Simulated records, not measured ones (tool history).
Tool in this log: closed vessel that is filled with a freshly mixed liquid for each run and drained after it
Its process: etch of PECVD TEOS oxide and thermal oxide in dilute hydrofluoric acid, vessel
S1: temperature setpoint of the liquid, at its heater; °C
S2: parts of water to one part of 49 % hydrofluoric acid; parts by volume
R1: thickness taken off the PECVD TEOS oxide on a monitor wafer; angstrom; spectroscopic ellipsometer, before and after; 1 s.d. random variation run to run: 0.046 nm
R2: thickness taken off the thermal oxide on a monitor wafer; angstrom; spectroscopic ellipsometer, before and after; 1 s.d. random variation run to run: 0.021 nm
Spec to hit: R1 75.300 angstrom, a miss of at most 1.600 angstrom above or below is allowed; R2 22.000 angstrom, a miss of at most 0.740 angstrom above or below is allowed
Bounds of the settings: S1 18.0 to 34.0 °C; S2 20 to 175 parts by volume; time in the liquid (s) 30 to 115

run 1 hour=0.0 | S1=26.0 S2=95 time_in_the_liquid_(s)=60 | R1=94.571 R2=27.263
run 2 hour=7.6 | S1=25.5 S2=95 time_in_the_liquid_(s)=60 | R1=93.230 R2=26.689
run 3 hour=8.1 | S1=25.0 S2=95 time_in_the_liquid_(s)=60 | R1=91.288 R2=26.296
run 4 hour=11.3 | S1=24.5 S2=95 time_in_the_liquid_(s)=60 | R1=89.393 R2=26.010
run 5 hour=13.7 | S1=24.5 S2=95 time_in_the_liquid_(s)=40 | R1=59.369 R2=17.400
run 6 hour=20.4 | S1=24.5 S2=110 time_in_the_liquid_(s)=40 | R1=50.635 R2=14.713
run 7 hour=23.2 | S1=28.5 S2=105 time_in_the_liquid_(s)=40 | R1=61.546 R2=18.143
run 8 hour=31.1 | S1=29.0 S2=105 time_in_the_liquid_(s)=40 | R1=62.727 R2=18.462
run 9 hour=37.7 | S1=33.0 S2=105 time_in_the_liquid_(s)=40 | R1=72.905 R2=20.875

Of the 4 settings listed for the next run, only one would bring every result within its allowed miss of target. Which one?
run A hour=44.3 | S1=31.0 S2=75 time_in_the_liquid_(s)=30 | R1=? R2=?
run B hour=44.3 | S1=32.0 S2=125 time_in_the_liquid_(s)=50 | R1=? R2=?
run C hour=44.3 | S1=34.0 S2=100 time_in_the_liquid_(s)=35 | R1=? R2=?
run D hour=44.3 | S1=33.0 S2=95 time_in_the_liquid_(s)=35 | R1=? R2=?

move=A R1=74.262 R2=22.102
move=B R1=71.177 R2=21.184
move=C R1=69.617 R2=20.719
move=D R1=71.278 R2=21.213
A: every result within its allowed miss
B: lands further from the targets than the last run did
C: lands further from the targets than the last run did
D: lands further from the targets than the last run did
Move A is the one to make.

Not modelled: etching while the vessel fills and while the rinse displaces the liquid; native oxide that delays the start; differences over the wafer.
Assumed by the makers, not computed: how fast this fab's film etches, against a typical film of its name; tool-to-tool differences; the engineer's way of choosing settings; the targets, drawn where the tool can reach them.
